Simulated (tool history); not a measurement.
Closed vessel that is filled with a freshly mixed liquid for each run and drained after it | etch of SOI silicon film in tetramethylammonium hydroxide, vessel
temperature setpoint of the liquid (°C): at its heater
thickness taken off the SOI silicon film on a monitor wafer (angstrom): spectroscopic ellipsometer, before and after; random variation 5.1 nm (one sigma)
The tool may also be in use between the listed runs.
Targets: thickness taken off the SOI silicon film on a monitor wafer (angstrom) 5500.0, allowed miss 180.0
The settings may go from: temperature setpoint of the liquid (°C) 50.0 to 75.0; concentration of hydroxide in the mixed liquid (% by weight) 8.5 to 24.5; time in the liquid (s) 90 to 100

run    day  temperature setpoint of the liquid (°C)  concentration of hydroxide in the mixed liquid (% by weight)  time in the liquid (s)  thickness taken off the SOI silicon film on a monitor wafer (angstrom)
  1  0.000                                     62.0                                                          16.5                      90                                                                  3447.9
  2  0.100                                     57.5                                                          16.5                      90                                                                  2568.2
  3  0.158                                     58.5                                                          16.5                      90                                                                  2744.4
  4  0.208                                     59.5                                                          16.5                      90                                                                  2891.7
  5  0.371                                     54.0                                                          16.5                      90                                                                  2096.1
  6  0.654                                     54.0                                                          16.5                     100                                                                  2318.9
  7  0.917                                     55.5                                                          16.5                     100                                                                  2532.2
  8  1.250                                     56.5                                                          16.5                     100                                                                  2711.5
  9  1.533                                     57.5                                                          16.5                     100                                                                  2886.2
 10  1.883                                     58.5                                                          16.5                     100                                                                  3023.5
 11  1.992                                     59.5                                                          16.5                     100                                                                  3309.2
 12  2.221                                     60.5                                                          16.5                     100                                                                  3492.3
 13  2.554                                     61.0                                                          16.5                     100                                                                  3582.8

4 next moves are on the table. One of them brings every result within its allowed miss. Which?
  A  2.888                                     69.0                                                          16.0                     100                                                                       ?
  B  2.888                                     65.0                                                          12.5                     100                                                                       ?
  C  2.888                                     65.5                                                          11.5                     100                                                                       ?
  D  2.888                                     67.0                                                          17.0                     100                                                                       ?

move  thickness taken off the SOI silicon film on a monitor wafer (angstrom)
   A                                                                  5852.5
   B                                                                  5159.0
   C                                                                  5499.0
   D                                                                  5089.2
A: takes the result that was furthest off past its target
B: nearer than the last run, and not there yet
C: meets every target
D: nearer than the last run, and not there yet
Move C is the one to make.

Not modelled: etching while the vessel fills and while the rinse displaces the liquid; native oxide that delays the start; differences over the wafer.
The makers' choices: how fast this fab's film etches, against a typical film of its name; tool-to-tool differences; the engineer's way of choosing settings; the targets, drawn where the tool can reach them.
